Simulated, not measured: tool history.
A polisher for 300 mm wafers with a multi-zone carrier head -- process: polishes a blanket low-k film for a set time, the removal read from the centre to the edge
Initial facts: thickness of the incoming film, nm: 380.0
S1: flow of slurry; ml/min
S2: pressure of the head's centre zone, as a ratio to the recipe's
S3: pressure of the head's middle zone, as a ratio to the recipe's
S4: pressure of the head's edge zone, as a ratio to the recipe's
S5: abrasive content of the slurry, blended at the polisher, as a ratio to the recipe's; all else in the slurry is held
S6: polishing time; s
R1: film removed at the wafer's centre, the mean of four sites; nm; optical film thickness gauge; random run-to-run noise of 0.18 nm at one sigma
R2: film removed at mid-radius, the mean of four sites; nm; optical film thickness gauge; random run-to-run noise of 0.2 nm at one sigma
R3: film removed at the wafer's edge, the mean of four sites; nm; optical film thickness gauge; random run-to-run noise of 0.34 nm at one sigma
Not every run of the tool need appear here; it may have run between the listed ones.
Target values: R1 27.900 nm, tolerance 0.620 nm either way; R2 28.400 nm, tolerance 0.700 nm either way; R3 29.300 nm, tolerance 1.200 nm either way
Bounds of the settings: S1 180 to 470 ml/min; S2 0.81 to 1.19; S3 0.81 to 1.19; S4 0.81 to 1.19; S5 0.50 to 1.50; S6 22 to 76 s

run  hour   S1    S2    S3    S4    S5  S6      R1      R2      R3
  1   0.0  300  1.00  1.00  1.00  1.00  49  20.480  21.046  21.322
  2   4.1  300  1.00  1.00  1.00  1.00  43  17.968  18.563  17.927
  3   5.2  295  1.01  1.01  1.03  1.10  44  19.236  19.417  19.250
  4   7.6  230  1.01  1.01  1.03  1.10  44  18.655  18.926  18.953
  5  15.6  230  1.01  1.01  1.03  1.00  44  18.114  18.586  18.627
  6  18.2  280  1.01  1.01  1.03  1.00  44  18.614  18.659  18.821
  7  26.6  275  1.01  1.03  1.05  1.10  46  19.922  20.517  20.553
  8  34.4  275  1.02  1.05  1.07  1.15  47  20.661  21.376  21.382
  9  39.3  280  1.03  1.06  1.09  1.20  48  21.807  22.301  22.366
 10  47.4  285  1.03  1.07  1.11  1.25  49  22.703  23.310  23.255
 11  55.0  285  1.03  1.07  1.12  1.30  50  23.194  24.094  24.354
 12  57.6  290  1.04  1.07  1.13  1.35  51  24.231  25.116  25.337
 13  58.9  315  1.07  1.07  1.19  1.50  54  27.913  27.481  27.913

Pick the move, out of 4, that brings all results within their allowed miss; only one does.
  A  60.2  400  1.03  1.05  1.17  1.45  56   ?   ?   ?
  B  60.2  365  1.13  1.08  1.19  1.50  51   ?   ?   ?
  C  60.2  305  1.01  1.05  1.19  1.50  62   ?   ?   ?
  D  60.2  395  1.06  1.09  1.17  1.50  51   ?   ?   ?

move      R1      R2      R3
   A  27.830  28.012  28.582
   B  27.890  26.156  26.367
   C  29.766  30.631  31.689
   D  26.325  26.520  26.253
A: every result within its allowed miss
B: moves away from the targets compared with the last run
C: the result that was furthest off in the last run now lies on the other side of its target
D: moves away from the targets compared with the last run
Move A is the one to make.
